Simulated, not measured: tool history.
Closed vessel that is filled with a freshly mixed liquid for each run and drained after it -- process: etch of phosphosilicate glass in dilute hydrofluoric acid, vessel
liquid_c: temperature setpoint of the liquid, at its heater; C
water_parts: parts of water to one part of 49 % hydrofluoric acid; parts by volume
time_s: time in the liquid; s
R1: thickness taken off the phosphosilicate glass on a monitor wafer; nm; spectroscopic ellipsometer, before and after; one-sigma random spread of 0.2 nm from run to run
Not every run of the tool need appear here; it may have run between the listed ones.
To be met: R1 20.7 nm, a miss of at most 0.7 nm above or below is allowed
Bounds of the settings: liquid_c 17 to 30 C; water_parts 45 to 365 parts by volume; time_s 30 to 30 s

{"run": 1, "hour": 0.0, "liquid_c": 22, "water_parts": 205, "time_s": 30, "R1": 10.794}
{"run": 2, "hour": 2.4, "liquid_c": 22, "water_parts": 135, "time_s": 30, "R1": 17.923}
{"run": 3, "hour": 10.8, "liquid_c": 22, "water_parts": 135, "time_s": 30, "R1": 17.859}
{"run": 4, "hour": 17.1, "liquid_c": 22, "water_parts": 135, "time_s": 30, "R1": 17.928}
{"run": 5, "hour": 17.9, "liquid_c": 23, "water_parts": 135, "time_s": 30, "R1": 18.678}
{"run": 6, "hour": 21.0, "liquid_c": 20.5, "water_parts": 135, "time_s": 30, "R1": 16.922}
{"run": 7, "hour": 27.4, "liquid_c": 22, "water_parts": 135, "time_s": 30, "R1": 17.705}
{"run": 8, "hour": 34.6, "liquid_c": 23, "water_parts": 135, "time_s": 30, "R1": 18.796}
{"run": 9, "hour": 36.0, "liquid_c": 23.5, "water_parts": 135, "time_s": 30, "R1": 18.95}

Exactly one of the 5 candidate moves below puts every result within its allowed miss. Which one?
{"run": "A", "hour": 37.4, "liquid_c": 20.5, "water_parts": 135, "time_s": 30, "R1": "?"}
{"run": "B", "hour": 37.4, "liquid_c": 22, "water_parts": 135, "time_s": 30, "R1": "?"}
{"run": "C", "hour": 37.4, "liquid_c": 23, "water_parts": 145, "time_s": 30, "R1": "?"}
{"run": "D", "hour": 37.4, "liquid_c": 19.5, "water_parts": 120, "time_s": 30, "R1": "?"}
{"run": "E", "hour": 37.4, "liquid_c": 21, "water_parts": 115, "time_s": 30, "R1": "?"}

move=A R1=17.033
move=B R1=18.078
move=C R1=17.307
move=D R1=18.703
move=E R1=20.853
A: lands further from the targets than the last run did
B: lands further from the targets than the last run did
C: lands further from the targets than the last run did
D: lands further from the targets than the last run did
E: every result within its allowed miss
E is the move that brings every result within its allowed miss.
